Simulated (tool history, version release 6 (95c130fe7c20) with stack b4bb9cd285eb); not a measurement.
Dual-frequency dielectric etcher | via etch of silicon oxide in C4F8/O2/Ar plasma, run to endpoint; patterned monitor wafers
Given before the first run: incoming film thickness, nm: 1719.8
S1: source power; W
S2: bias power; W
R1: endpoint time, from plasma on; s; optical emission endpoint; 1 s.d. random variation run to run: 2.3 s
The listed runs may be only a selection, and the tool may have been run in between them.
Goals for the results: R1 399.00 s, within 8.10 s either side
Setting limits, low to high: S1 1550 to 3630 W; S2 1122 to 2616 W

run,hour,S1,S2,R1
1,0.0,2590,1869,343.84
2,2.6,2590,1684,356.77
3,10.9,2590,1518,368.20
4,18.0,3030,1518,350.93
5,21.4,3030,1664,340.35
6,30.1,2760,1607,354.89
7,36.0,2560,1564,365.34
8,40.9,2400,1528,377.16
9,47.1,2310,1510,385.61
10,50.4,2260,1502,390.11
11,55.6,2230,1497,387.99

Next run, 5 choices. One meets every target within its allowed miss, the rest don't. Which?
A,60.8,2100,1616,?
B,60.8,2230,1601,?
C,60.8,2580,1430,?
D,60.8,2240,1595,?
E,60.8,1710,1699,?

move,R1
A,385.09
B,379.72
C,377.61
D,379.71
E,400.45
A: moves away from the targets compared with the last run
B: moves away from the targets compared with the last run
C: moves away from the targets compared with the last run
D: moves away from the targets compared with the last run
E: all results land within tolerance of their targets
Move E is the one to make.
